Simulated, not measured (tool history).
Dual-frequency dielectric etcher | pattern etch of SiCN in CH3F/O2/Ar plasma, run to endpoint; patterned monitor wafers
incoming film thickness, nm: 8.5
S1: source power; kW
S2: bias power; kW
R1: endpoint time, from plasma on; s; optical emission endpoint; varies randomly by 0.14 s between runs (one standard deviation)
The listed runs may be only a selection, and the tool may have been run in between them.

| run | hour | S1 | S2 | R1 |
|---|---|---|---|---|
| 1 | 0.0 | 0.470 | 0.078 | 22.569 |
| 2 | 8.8 | 0.510 | 0.082 | 21.623 |
| 3 | 12.7 | 0.510 | 0.089 | 20.463 |
| 4 | 17.9 | 0.530 | 0.090 | 20.366 |
| 5 | 26.1 | 0.550 | 0.092 | 19.905 |
| 6 | 27.8 | 0.550 | 0.086 | 20.026 |
| 7 | 33.2 | 0.570 | 0.087 | 19.933 |

Run 8, settings as shown, results not yet in. Your forecast:
| 8 | 41.0 | 0.590 | 0.088 | ? |

{"run 8": {"R1": 19.679}}

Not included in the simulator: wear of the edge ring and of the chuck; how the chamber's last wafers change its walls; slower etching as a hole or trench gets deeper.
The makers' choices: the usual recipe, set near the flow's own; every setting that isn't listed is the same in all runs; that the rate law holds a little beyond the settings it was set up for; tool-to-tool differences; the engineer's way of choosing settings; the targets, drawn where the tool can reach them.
